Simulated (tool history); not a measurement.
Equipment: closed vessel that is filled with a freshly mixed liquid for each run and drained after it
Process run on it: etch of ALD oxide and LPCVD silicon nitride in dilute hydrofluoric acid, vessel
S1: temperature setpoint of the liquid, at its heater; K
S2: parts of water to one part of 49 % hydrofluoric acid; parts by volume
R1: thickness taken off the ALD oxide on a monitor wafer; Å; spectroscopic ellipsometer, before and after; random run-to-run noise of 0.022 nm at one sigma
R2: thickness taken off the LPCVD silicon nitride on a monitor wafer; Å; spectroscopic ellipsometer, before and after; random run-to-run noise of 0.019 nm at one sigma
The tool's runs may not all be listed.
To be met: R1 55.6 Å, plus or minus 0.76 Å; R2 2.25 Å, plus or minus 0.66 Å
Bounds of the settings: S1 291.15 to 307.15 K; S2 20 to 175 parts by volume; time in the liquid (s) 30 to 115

run 1 day=0 | S1=299.15 S2=95 time_in_the_liquid_(s)=60 | R1=84.088 R2=2.8503
run 2 day=0.262 | S1=297.15 S2=100 time_in_the_liquid_(s)=60 | R1=72.771 R2=2.7194
run 3 day=0.642 | S1=297.15 S2=75 time_in_the_liquid_(s)=60 | R1=100.64 R2=3.1545
run 4 day=0.825 | S1=297.15 S2=55 time_in_the_liquid_(s)=60 | R1=140.1 R2=4.6565
run 5 day=0.962 | S1=295.15 S2=70 time_in_the_liquid_(s)=60 | R1=100.4 R2=3.2246
run 6 day=1.054 | S1=294.15 S2=80 time_in_the_liquid_(s)=60 | R1=83.277 R2=2.2443
run 7 day=1.392 | S1=293.65 S2=85 time_in_the_liquid_(s)=60 | R1=75.621 R2=2.2425
run 8 day=1.579 | S1=291.15 S2=105 time_in_the_liquid_(s)=60 | R1=54.275 R2=1.4348

Below are 4 possible settings for the next run. Only one of them brings all results inside the allowed miss of their targets. Which is it?
run A day=1.767 | S1=297.15 S2=105 time_in_the_liquid_(s)=50 | R1=? R2=?
run B day=1.767 | S1=298.15 S2=115 time_in_the_liquid_(s)=50 | R1=? R2=?
run C day=1.767 | S1=301.65 S2=115 time_in_the_liquid_(s)=45 | R1=? R2=?
run D day=1.767 | S1=301.65 S2=130 time_in_the_liquid_(s)=50 | R1=? R2=?

move=A R1=57.969 R2=2.0747
move=B R1=54.43 R2=2.027
move=C R1=56.109 R2=2.2893
move=D R1=54.11 R2=2.2506
A: moves the result that the last run missed by most past its target, out the other side
B: closes in on the targets versus the last run, not all within tolerance yet
C: each result inside its tolerance
D: further off than the last run
So the answer is move C, the one that meets all the targets.

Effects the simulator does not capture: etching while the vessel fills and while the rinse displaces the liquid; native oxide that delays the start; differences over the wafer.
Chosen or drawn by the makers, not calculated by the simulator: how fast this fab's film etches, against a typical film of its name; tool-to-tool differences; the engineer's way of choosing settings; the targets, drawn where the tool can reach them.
